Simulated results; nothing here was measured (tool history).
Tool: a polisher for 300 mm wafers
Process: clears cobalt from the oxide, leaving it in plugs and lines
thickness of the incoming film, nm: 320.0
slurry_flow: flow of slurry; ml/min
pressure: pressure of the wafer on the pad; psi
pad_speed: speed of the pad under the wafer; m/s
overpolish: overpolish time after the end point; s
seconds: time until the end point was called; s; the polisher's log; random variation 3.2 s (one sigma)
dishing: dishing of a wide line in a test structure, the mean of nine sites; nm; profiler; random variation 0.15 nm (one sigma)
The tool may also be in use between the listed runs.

run 1 hour=0 | slurry_flow=130 pressure=1.6 pad_speed=0.9 overpolish=27 | seconds=106.9 dishing=33.275
run 2 hour=1.3 | slurry_flow=130 pressure=1.6 pad_speed=0.9 overpolish=33 | seconds=104.26 dishing=34.476
run 3 hour=10.1 | slurry_flow=100 pressure=1.6 pad_speed=0.9 overpolish=33 | seconds=106.8 dishing=33.967
run 4 hour=18 | slurry_flow=100 pressure=1.9 pad_speed=0.9 overpolish=33 | seconds=93.964 dishing=34.321
run 5 hour=21.5 | slurry_flow=100 pressure=1.9 pad_speed=0.9 overpolish=38 | seconds=92.732 dishing=35.758
run 6 hour=30 | slurry_flow=100 pressure=1.9 pad_speed=0.9 overpolish=33 | seconds=91.93 dishing=34.467
run 7 hour=36.6 | slurry_flow=95 pressure=1.8 pad_speed=0.78 overpolish=27 | seconds=112.71 dishing=31.853
run 8 hour=44.2 | slurry_flow=90 pressure=1.7 pad_speed=0.7 overpolish=23 | seconds=135.79 dishing=28.931
run 9 hour=52.6 | slurry_flow=80 pressure=1.4 pad_speed=0.44 overpolish=10 | seconds=249.51 dishing=10.896

Run 10 comes next. What will it give?
run 10 hour=58.9 | slurry_flow=105 pressure=1.4 pad_speed=0.44 overpolish=10 | seconds=? dishing=?

{"run 10": {"seconds": 241.05, "dishing": 11.374}}
